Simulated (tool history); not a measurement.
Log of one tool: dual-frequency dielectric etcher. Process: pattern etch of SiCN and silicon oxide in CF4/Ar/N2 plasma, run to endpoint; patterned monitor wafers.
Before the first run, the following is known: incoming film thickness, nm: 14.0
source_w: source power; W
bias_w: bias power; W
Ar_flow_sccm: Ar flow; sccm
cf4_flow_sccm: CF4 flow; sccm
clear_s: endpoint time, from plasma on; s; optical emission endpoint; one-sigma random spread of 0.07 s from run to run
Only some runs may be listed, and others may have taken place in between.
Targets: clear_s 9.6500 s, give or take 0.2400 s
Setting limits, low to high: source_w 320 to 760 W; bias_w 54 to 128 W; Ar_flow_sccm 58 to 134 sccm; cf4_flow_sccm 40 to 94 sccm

run	hour	source_w	bias_w	Ar_flow_sccm	cf4_flow_sccm	clear_s
1	0.0	540	91	96	67	11.7890
2	1.4	540	91	96	75	11.6440
3	6.8	570	92	96	75	10.8970
4	13.8	590	92	96	75	10.4630
# hour 15.2: source power generator calibrated
5	15.2	590	100	96	75	10.6850
6	23.3	590	100	88	75	10.6850
7	24.1	610	100	88	75	10.1340
8	25.5	620	100	88	75	10.1620
9	26.4	660	101	88	75	9.3044
10	29.5	660	101	88	75	9.4295

5 next moves are on the table. One of them brings every result within its allowed miss. Which?
A	32.6	700	101	99	93	?
B	32.6	690	93	87	78	?
C	32.6	660	92	101	83	?
D	32.6	690	92	89	79	?
E	32.6	650	109	86	91	?

move	clear_s
A	8.8078
B	9.1365
C	9.7669
D	9.1801
E	9.1815
A: misses by more than the last run did
B: misses by more than the last run did
C: hits every target within its allowed miss
D: misses by more than the last run did
E: misses by more than the last run did
C is the move that brings every result within its allowed miss.
